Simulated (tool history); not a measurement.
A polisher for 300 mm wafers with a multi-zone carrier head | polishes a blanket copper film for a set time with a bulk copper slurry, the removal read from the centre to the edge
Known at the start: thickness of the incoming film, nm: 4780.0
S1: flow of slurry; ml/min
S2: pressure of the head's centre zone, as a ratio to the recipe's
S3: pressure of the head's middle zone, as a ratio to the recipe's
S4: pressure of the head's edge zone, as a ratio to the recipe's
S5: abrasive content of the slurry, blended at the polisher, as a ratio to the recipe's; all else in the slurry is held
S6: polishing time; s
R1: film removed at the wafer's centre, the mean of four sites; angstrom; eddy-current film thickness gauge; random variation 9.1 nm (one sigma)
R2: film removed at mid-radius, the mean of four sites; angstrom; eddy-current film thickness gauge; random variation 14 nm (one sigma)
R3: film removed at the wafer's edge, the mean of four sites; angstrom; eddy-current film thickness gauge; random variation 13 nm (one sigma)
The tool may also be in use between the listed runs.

{"run": 1, "day": 0.0, "S1": 145, "S2": 1.0, "S3": 1.0, "S4": 1.0, "S5": 1.0, "S6": 71, "R1": 7918.3, "R2": 7927.7, "R3": 7916.0}
{"run": 2, "day": 0.362, "S1": 165, "S2": 1.05, "S3": 1.06, "S4": 1.01, "S5": 1.15, "S6": 76, "R1": 9221.5, "R2": 9256.1, "R3": 8802.5}
{"run": 3, "day": 0.483, "S1": 165, "S2": 1.05, "S3": 1.11, "S4": 1.01, "S5": 1.15, "S6": 76, "R1": 9270.0, "R2": 9896.0, "R3": 8856.8}
{"run": 4, "day": 0.821, "S1": 175, "S2": 1.09, "S3": 1.13, "S4": 1.02, "S5": 1.25, "S6": 81, "R1": 10661.0, "R2": 10768.0, "R3": 9666.4}
{"run": 5, "day": 0.954, "S1": 175, "S2": 1.02, "S3": 1.13, "S4": 1.02, "S5": 1.25, "S6": 81, "R1": 9864.2, "R2": 10761.0, "R3": 9886.1}
{"run": 6, "day": 1.121, "S1": 175, "S2": 1.02, "S3": 1.05, "S4": 1.02, "S5": 1.25, "S6": 81, "R1": 9848.9, "R2": 10218.0, "R3": 9783.5}

The next listed run, before its measurement:
{"run": 7, "day": 1.388, "S1": 185, "S2": 1.06, "S3": 1.09, "S4": 1.02, "S5": 1.35, "S6": 84, "R1": "?", "R2": "?", "R3": "?"}

R1: 10804.0 angstrom
R2: 11079.0 angstrom
R3: 10284.0 angstrom
